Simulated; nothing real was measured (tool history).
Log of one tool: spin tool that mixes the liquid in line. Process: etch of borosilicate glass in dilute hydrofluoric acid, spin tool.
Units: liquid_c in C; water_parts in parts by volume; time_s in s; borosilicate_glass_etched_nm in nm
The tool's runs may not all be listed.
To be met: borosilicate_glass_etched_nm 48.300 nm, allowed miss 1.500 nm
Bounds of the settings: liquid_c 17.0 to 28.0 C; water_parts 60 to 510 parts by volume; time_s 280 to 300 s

run	day	liquid_c	water_parts	time_s	borosilicate_glass_etched_nm
1	0.000	20.0	285	280	17.049
2	0.100	20.0	240	280	20.847
3	0.354	18.0	240	280	19.461
4	0.488	21.0	195	280	27.989
5	0.742	21.0	150	280	38.176
6	0.808	21.0	105	280	56.173
7	0.858	20.0	105	280	55.188
8	1.025	19.5	110	280	50.985
9	1.117	19.0	110	280	50.719

Which of these 4 next moves meets every target?
A	1.208	24.5	130	280	?
B	1.208	20.5	110	285	?
C	1.208	19.0	110	285	?
D	1.208	19.0	120	300	?

move	borosilicate_glass_etched_nm
A	52.256
B	54.899
C	51.632
D	49.292
A: further off than the last run
B: further off than the last run
C: further off than the last run
D: meets every target
The right move is D.

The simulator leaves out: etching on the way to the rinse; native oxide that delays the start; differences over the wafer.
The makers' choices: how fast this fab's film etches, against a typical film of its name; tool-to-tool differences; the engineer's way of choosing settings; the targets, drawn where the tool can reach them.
